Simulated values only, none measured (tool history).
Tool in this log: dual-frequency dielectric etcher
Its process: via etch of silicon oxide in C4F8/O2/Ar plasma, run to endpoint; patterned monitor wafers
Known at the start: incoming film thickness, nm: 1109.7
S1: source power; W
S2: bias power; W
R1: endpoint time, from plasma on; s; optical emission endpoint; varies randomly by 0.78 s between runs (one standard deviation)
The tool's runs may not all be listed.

run 1 hour=0.0 | S1=2130 S2=1726 | R1=210.00
run 2 hour=2.4 | S1=1830 S2=1726 | R1=222.76
run 3 hour=8.2 | S1=1830 S2=1934 | R1=215.46
run 4 hour=10.2 | S1=1690 S2=1839 | R1=224.81
run 5 hour=13.6 | S1=1480 S2=1839 | R1=236.85
run 6 hour=21.5 | S1=1280 S2=1839 | R1=249.65
run 7 hour=28.8 | S1=1280 S2=1808 | R1=250.07

For run 8, what comes out?
run 8 hour=31.3 | S1=1280 S2=1779 | R1=?

R1: 251.57 s
